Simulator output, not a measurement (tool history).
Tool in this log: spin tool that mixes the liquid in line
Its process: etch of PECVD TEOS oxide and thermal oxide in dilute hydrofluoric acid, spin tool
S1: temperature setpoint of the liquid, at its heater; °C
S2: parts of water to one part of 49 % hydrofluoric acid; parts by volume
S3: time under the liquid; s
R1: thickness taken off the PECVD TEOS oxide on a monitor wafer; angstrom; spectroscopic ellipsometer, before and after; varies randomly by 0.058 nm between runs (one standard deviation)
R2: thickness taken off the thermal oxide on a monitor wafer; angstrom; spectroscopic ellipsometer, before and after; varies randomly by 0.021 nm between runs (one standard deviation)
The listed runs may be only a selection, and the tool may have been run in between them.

Run 1, hour 0.0: S1 24.0 °C, S2 210 parts by volume, S3 175 s. Result: R1 117.960 angstrom, R2 29.140 angstrom.
Run 2, hour 8.3: S1 22.0 °C, S2 215 parts by volume, S3 175 s. Result: R1 106.810 angstrom, R2 26.383 angstrom.
Run 3, hour 14.8: S1 20.5 °C, S2 220 parts by volume, S3 175 s. Result: R1 98.345 angstrom, R2 24.189 angstrom.
Run 4, hour 19.3: S1 20.5 °C, S2 280 parts by volume, S3 175 s. Result: R1 72.765 angstrom, R2 17.687 angstrom.
Run 5, hour 22.9: S1 20.5 °C, S2 215 parts by volume, S3 175 s. Result: R1 101.390 angstrom, R2 24.794 angstrom.
Run 6, hour 28.8: S1 19.5 °C, S2 220 parts by volume, S3 175 s. Result: R1 95.312 angstrom, R2 23.534 angstrom.
Run 7, hour 32.2: S1 19.0 °C, S2 220 parts by volume, S3 175 s. Result: R1 91.742 angstrom, R2 22.461 angstrom.

Run 8 is up next; what results do you expect?
At hour 35.9: hydrofluoric acid flow meter replaced.
Run 8, hour 35.9: S1 17.0 °C, S2 220 parts by volume, S3 175 s. Result: R1 ?, R2 ?.

R1: 98.239 angstrom
R2: 23.880 angstrom

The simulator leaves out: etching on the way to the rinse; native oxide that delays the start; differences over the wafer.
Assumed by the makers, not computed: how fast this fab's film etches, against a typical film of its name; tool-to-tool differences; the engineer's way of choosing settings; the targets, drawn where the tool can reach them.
